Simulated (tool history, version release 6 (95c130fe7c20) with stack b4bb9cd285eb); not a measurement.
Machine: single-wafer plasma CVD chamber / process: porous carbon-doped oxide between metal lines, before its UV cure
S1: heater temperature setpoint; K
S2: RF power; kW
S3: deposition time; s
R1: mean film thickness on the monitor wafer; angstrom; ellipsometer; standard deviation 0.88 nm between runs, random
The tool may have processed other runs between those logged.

{"run": 1, "hour": 0.0, "S1": 573.15, "S2": 0.595, "S3": 30.3, "R1": 1850.2}
{"run": 2, "hour": 4.5, "S1": 583.15, "S2": 0.595, "S3": 30.3, "R1": 1719.3}
{"run": 3, "hour": 8.2, "S1": 573.15, "S2": 0.595, "S3": 30.3, "R1": 1834.0}
{"run": 4, "hour": 13.9, "S1": 573.15, "S2": 0.595, "S3": 30.3, "R1": 1828.4}
{"run": 5, "hour": 20.3, "S1": 577.15, "S2": 0.585, "S3": 30.3, "R1": 1754.4}
{"run": 6, "hour": 27.4, "S1": 579.15, "S2": 0.58, "S3": 30.3, "R1": 1727.3}

Expected results for the next run?
{"run": 7, "hour": 30.4, "S1": 581.15, "S2": 0.575, "S3": 30.3, "R1": "?"}

Logged for run 7: R1 1700.7 angstrom.
